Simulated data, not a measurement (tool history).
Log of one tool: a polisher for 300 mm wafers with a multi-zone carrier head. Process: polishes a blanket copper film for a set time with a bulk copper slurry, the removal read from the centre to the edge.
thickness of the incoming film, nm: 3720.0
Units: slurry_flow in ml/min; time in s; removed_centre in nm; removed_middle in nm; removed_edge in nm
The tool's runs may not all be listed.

| run | hour | slurry_flow | centre_zone | middle_zone | edge_zone | slurry_solids | time | removed_centre | removed_middle | removed_edge |
|---|---|---|---|---|---|---|---|---|---|---|
| 1 | 0.0 | 265 | 1.00 | 1.00 | 1.00 | 1.00 | 60 | 649.87 | 633.47 | 658.34 |
| 2 | 2.1 | 265 | 1.00 | 1.00 | 0.92 | 1.00 | 60 | 652.41 | 630.89 | 641.03 |
| 3 | 2.9 | 265 | 1.00 | 0.95 | 0.92 | 1.00 | 60 | 635.73 | 597.75 | 642.27 |
| 4 | 9.6 | 265 | 1.00 | 0.95 | 0.92 | 0.80 | 60 | 623.25 | 583.41 | 611.27 |
| 5 | 15.8 | 265 | 1.00 | 0.91 | 0.92 | 0.80 | 60 | 608.91 | 561.83 | 607.47 |
| 6 | 17.6 | 265 | 0.99 | 0.92 | 0.95 | 0.95 | 61 | 655.20 | 596.55 | 651.34 |
| 7 | 21.0 | 265 | 0.96 | 0.92 | 0.98 | 1.05 | 61 | 632.30 | 602.65 | 682.38 |
| 8 | 27.8 | 270 | 0.96 | 0.93 | 1.00 | 1.15 | 61 | 664.11 | 635.20 | 702.93 |
| 9 | 36.3 | 275 | 0.95 | 0.93 | 1.03 | 1.20 | 61 | 656.83 | 632.33 | 713.70 |

Run 10 comes next. What will it give?
| 10 | 37.2 | 275 | 0.95 | 0.94 | 1.04 | 1.25 | 61 | ? | ? | ? |

{"run 10": {"removed_centre": 672.51, "removed_middle": 654.96, "removed_edge": 732.6}}
